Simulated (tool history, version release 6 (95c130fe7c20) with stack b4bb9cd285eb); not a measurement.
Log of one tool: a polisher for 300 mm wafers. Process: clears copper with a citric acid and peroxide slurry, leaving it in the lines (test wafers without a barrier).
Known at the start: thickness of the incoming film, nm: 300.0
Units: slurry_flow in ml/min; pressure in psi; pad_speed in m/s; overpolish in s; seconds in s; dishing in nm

run  hour  slurry_flow  pressure  pad_speed  slurry_solids  overpolish  seconds  dishing
  1   0.0          260       2.3       1.16           1.00          13   137.90  19.9860
  2   4.2          260       2.3       1.44           1.00          13   107.87  23.9420
  3   9.0          255       2.0       1.24           0.95          11   148.17  15.7880
  4  15.9          255       1.7       1.16           0.95          10   180.76  11.5380
  5  24.6          255       1.7       1.16           0.95          13   183.55  14.9540
     26.0  -- worn pad replaced by a new one
  6  26.0          255       1.4       1.16           0.95          13   195.99  13.7570
  7  29.6          255       1.4       1.06           0.95          12   214.60  12.1870

Forecast run 8:
  8  31.4          250       1.3       1.02           0.90          11        ?        ?

Run 8 gave seconds 238.13 s, dishing 9.7156 nm.
